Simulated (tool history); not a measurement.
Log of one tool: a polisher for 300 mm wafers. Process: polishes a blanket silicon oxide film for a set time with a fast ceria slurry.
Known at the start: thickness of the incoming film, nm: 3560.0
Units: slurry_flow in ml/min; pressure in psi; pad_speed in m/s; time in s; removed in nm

run 1 hour=0 | slurry_flow=290 pressure=2.5 pad_speed=1.28 time=46 | removed=749.27
run 2 hour=5.1 | slurry_flow=290 pressure=2.5 pad_speed=1.28 time=42 | removed=680.86
run 3 hour=7.9 | slurry_flow=290 pressure=2.4 pad_speed=1.28 time=42 | removed=649.28
run 4 hour=10.3 | slurry_flow=290 pressure=2.4 pad_speed=1.5 time=42 | removed=749.58
run 5 hour=12 | slurry_flow=290 pressure=2.4 pad_speed=1.26 time=42 | removed=650.99
run 6 hour=19.8 | slurry_flow=290 pressure=2.3 pad_speed=1.26 time=42 | removed=622.05
run 7 hour=22.8 | slurry_flow=290 pressure=2.2 pad_speed=1.26 time=42 | removed=591.52
run 8 hour=29.2 | slurry_flow=290 pressure=2.2 pad_speed=1.26 time=42 | removed=593.17

Run 9 comes next. What will it give?
run 9 hour=30.9 | slurry_flow=290 pressure=1.9 pad_speed=1.26 time=42 | removed=?

Run 9 gave removed 514.66 nm.
